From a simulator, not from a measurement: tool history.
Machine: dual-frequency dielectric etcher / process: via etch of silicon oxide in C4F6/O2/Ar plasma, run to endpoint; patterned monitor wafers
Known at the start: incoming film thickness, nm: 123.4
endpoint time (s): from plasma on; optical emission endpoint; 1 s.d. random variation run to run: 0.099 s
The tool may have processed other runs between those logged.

run,hour,bias power (kW),source power (kW),Ar flow (sccm),endpoint time (s)
1,0.0,0.420,0.380,310,30.011
2,3.5,0.456,0.400,307,28.239
3,4.9,0.456,0.360,307,29.407
4,12.8,0.486,0.380,304,27.743
5,20.9,0.486,0.450,304,26.071
6,25.8,0.501,0.450,304,25.813
7,30.7,0.514,0.450,304,25.222

Forecast run 8:
8,36.2,0.521,0.450,304,?

Run 8 measured endpoint time (s) 25.309.

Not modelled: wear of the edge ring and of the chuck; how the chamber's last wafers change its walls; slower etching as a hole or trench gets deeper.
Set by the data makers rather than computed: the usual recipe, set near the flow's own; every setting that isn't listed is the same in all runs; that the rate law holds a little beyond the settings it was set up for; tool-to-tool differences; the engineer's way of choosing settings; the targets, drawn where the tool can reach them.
